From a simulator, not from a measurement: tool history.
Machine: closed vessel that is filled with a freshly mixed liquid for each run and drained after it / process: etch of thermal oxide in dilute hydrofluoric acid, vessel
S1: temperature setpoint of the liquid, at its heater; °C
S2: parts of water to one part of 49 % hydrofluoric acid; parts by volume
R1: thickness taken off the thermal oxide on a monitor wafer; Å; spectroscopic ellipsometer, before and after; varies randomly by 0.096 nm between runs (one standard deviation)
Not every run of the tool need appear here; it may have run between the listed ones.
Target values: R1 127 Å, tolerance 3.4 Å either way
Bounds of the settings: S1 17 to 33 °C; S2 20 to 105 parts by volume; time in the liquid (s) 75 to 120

{"run": 1, "hour": 0.0, "S1": 25, "S2": 55, "time in the liquid (s)": 120, "R1": 99.393}
{"run": 2, "hour": 5.8, "S1": 25, "S2": 35, "time in the liquid (s)": 120, "R1": 160.46}
{"run": 3, "hour": 14.3, "S1": 25, "S2": 20, "time in the liquid (s)": 120, "R1": 291.54}
{"run": 4, "hour": 23.3, "S1": 23, "S2": 25, "time in the liquid (s)": 120, "R1": 210.34}
{"run": 5, "hour": 25.9, "S1": 23, "S2": 35, "time in the liquid (s)": 120, "R1": 146.39}
{"hour": 32.9, "done": "hydrofluoric acid flow meter replaced"}
{"run": 6, "hour": 32.9, "S1": 23, "S2": 35, "time in the liquid (s)": 75, "R1": 101.98}
{"run": 7, "hour": 34.0, "S1": 23.5, "S2": 35, "time in the liquid (s)": 75, "R1": 105.8}
{"run": 8, "hour": 38.0, "S1": 24, "S2": 35, "time in the liquid (s)": 75, "R1": 105.89}

Which one of the following 4 next-run settings gets every result inside its allowed miss? There is exactly one.
{"run": "A", "hour": 42.0, "S1": 26.5, "S2": 40, "time in the liquid (s)": 85, "R1": "?"}
{"run": "B", "hour": 42.0, "S1": 21.5, "S2": 35, "time in the liquid (s)": 100, "R1": "?"}
{"run": "C", "hour": 42.0, "S1": 23, "S2": 40, "time in the liquid (s)": 100, "R1": "?"}
{"run": "D", "hour": 42.0, "S1": 21, "S2": 45, "time in the liquid (s)": 105, "R1": "?"}

move=A R1=116
move=B R1=127.55
move=C R1=118.13
move=D R1=100.72
A: closer than the last run, but not yet in spec
B: meets every target
C: closer than the last run, but not yet in spec
D: further off than the last run
Go with B: it meets all targets.
